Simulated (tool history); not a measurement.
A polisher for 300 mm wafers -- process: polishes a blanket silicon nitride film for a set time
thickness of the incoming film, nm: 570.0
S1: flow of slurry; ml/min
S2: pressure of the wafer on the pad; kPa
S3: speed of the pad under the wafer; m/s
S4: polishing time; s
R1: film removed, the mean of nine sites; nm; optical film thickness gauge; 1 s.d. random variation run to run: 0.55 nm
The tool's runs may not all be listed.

{"run": 1, "hour": 0.0, "S1": 215, "S2": 22.8, "S3": 1.08, "S4": 48, "R1": 74.801}
{"run": 2, "hour": 7.5, "S1": 190, "S2": 22.8, "S3": 1.08, "S4": 48, "R1": 73.565}
{"run": 3, "hour": 9.6, "S1": 200, "S2": 24.1, "S3": 1.08, "S4": 48, "R1": 79.366}
{"run": 4, "hour": 14.9, "S1": 200, "S2": 24.1, "S3": 0.84, "S4": 48, "R1": 64.246}
{"run": 5, "hour": 21.5, "S1": 200, "S2": 27.6, "S3": 0.84, "S4": 48, "R1": 73.31}
{"run": 6, "hour": 26.2, "S1": 200, "S2": 27.6, "S3": 0.84, "S4": 48, "R1": 72.921}

The next listed run, before its measurement:
{"run": 7, "hour": 30.8, "S1": 210, "S2": 29, "S3": 0.84, "S4": 48, "R1": "?"}

For run 7 the tool returned R1 77.601 nm.
